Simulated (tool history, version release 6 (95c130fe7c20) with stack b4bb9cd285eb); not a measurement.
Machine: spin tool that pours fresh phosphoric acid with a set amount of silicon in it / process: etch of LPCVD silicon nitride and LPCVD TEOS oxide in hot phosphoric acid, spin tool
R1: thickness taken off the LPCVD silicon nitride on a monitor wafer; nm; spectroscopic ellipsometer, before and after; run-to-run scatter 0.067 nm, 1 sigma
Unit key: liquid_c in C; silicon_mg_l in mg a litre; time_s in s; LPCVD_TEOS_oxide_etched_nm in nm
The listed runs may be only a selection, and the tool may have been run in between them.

Run 1, hour 0.0: liquid_c 164.0 C, silicon_mg_l 12.5 mg a litre, time_s 125 s. Result: R1 13.7080 nm, LPCVD_TEOS_oxide_etched_nm 0.32642 nm.
Run 2, hour 4.8: liquid_c 163.5 C, silicon_mg_l 12.5 mg a litre, time_s 115 s. Result: R1 12.3280 nm, LPCVD_TEOS_oxide_etched_nm 0.27938 nm.
Run 3, hour 9.2: liquid_c 163.5 C, silicon_mg_l 12.5 mg a litre, time_s 90 s. Result: R1 9.5603 nm, LPCVD_TEOS_oxide_etched_nm 0.21652 nm.
Run 4, hour 12.5: liquid_c 165.5 C, silicon_mg_l 12.5 mg a litre, time_s 90 s. Result: R1 10.2370 nm, LPCVD_TEOS_oxide_etched_nm 0.26949 nm.
Run 5, hour 14.4: liquid_c 165.0 C, silicon_mg_l 12.5 mg a litre, time_s 85 s. Result: R1 9.6503 nm, LPCVD_TEOS_oxide_etched_nm 0.27710 nm.
Run 6, hour 18.0: liquid_c 164.0 C, silicon_mg_l 12.5 mg a litre, time_s 85 s. Result: R1 9.1928 nm, LPCVD_TEOS_oxide_etched_nm 0.23177 nm.

For run 7, what comes out?
Run 7, hour 20.4: liquid_c 163.5 C, silicon_mg_l 12.0 mg a litre, time_s 85 s. Result: R1 ?, LPCVD_TEOS_oxide_etched_nm ?.

R1: 8.9743 nm
LPCVD_TEOS_oxide_etched_nm: 0.21615 nm
